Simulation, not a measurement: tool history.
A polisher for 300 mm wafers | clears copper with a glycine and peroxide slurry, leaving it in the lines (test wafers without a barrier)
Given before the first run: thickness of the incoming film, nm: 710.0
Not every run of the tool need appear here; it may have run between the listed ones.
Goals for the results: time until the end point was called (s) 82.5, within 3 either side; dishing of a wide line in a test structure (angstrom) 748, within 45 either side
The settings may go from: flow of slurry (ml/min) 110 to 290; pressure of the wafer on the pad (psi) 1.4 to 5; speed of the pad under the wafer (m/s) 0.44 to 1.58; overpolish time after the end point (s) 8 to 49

run    day  flow of slurry (ml/min)  pressure of the wafer on the pad (psi)  speed of the pad under the wafer (m/s)  overpolish time after the end point (s)  time until the end point was called (s)  dishing of a wide line in a test structure (angstrom)
  1      0                      185                                     3.2                                       1                                       25                                    96.31                                                 813.98
  2  0.358                      185                                     3.7                                       1                                       25                                   86.854                                                 883.01
  3  0.446                      205                                     3.7                                       1                                       25                                   83.199                                                 901.61
  4  0.592                      205                                     3.7                                       1                                       23                                   84.312                                                  861.8
  5  0.692                      205                                     3.7                                       1                                       33                                   83.936                                                 983.75
  6  0.938                      210                                     3.7                                       1                                       27                                   83.908                                                 906.93
  7  1.046                      215                                     3.7                                       1                                       23                                   82.984                                                 839.07
  8  1.362                      220                                     3.7                                       1                                       21                                   83.234                                                  797.7

Which single option among these 4 for the next run brings every result within its allowed miss of target? Just one does.
  A  1.679                      195                                     4.3                                    0.82                                       24                                        ?                                                      ?
  B  1.679                      195                                     3.8                                    0.94                                       24                                        ?                                                      ?
  C  1.679                      250                                     3.3                                    1.14                                       23                                        ?                                                      ?
  D  1.679                      285                                     3.6                                    1.02                                       19                                        ?                                                      ?

move  time until the end point was called (s)  dishing of a wide line in a test structure (angstrom)
   A                                   87.079                                                 876.22
   B                                   86.117                                                 872.14
   C                                   80.086                                                 872.16
   D                                   80.748                                                 785.72
A: misses by more than the last run did
B: misses by more than the last run did
C: misses by more than the last run did
D: every result lands within tolerance
Answer: D
